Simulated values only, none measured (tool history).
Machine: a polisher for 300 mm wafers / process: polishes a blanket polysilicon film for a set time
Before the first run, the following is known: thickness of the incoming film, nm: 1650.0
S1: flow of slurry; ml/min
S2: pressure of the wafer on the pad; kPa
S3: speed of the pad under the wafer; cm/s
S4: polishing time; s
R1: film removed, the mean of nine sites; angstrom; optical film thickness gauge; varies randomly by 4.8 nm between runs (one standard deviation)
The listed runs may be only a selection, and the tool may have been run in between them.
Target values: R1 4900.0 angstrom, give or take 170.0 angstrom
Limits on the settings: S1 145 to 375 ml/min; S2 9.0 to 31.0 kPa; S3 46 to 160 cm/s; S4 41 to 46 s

{"run": 1, "day": 0.0, "S1": 240, "S2": 20.0, "S3": 102, "S4": 46, "R1": 3855.2}
{"run": 2, "day": 0.112, "S1": 240, "S2": 20.0, "S3": 102, "S4": 41, "R1": 3475.4}
{"run": 3, "day": 0.271, "S1": 240, "S2": 20.0, "S3": 90, "S4": 41, "R1": 3060.8}
{"run": 4, "day": 0.625, "S1": 240, "S2": 22.1, "S3": 90, "S4": 41, "R1": 3389.1}
{"run": 5, "day": 0.938, "S1": 240, "S2": 22.1, "S3": 110, "S4": 41, "R1": 4079.3}
{"run": 6, "day": 1.05, "S1": 240, "S2": 22.1, "S3": 110, "S4": 41, "R1": 4089.9}
{"run": 7, "day": 1.404, "S1": 240, "S2": 22.8, "S3": 110, "S4": 41, "R1": 4235.4}
{"run": 8, "day": 1.442, "S1": 240, "S2": 23.4, "S3": 110, "S4": 41, "R1": 4333.0}
{"run": 9, "day": 1.771, "S1": 240, "S2": 24.1, "S3": 110, "S4": 41, "R1": 4508.5}
{"run": 10, "day": 1.812, "S1": 240, "S2": 24.8, "S3": 110, "S4": 41, "R1": 4593.9}
{"run": 11, "day": 2.021, "S1": 240, "S2": 24.8, "S3": 110, "S4": 41, "R1": 4618.3}

Below are 4 possible settings for the next run. Only one of them brings all results inside the allowed miss of their targets. Which is it?
{"run": "A", "day": 2.229, "S1": 295, "S2": 24.8, "S3": 108, "S4": 41, "R1": "?"}
{"run": "B", "day": 2.229, "S1": 265, "S2": 29.6, "S3": 92, "S4": 41, "R1": "?"}
{"run": "C", "day": 2.229, "S1": 330, "S2": 20.0, "S3": 124, "S4": 46, "R1": "?"}
{"run": "D", "day": 2.229, "S1": 205, "S2": 20.7, "S3": 136, "S4": 46, "R1": "?"}

move=A R1=4590.2
move=B R1=4625.2
move=C R1=4821.5
move=D R1=5178.0
A: misses by more than the last run did
B: roughly where the last run was
C: in spec on every target
D: takes the result that was furthest off past its target
The right move is C.
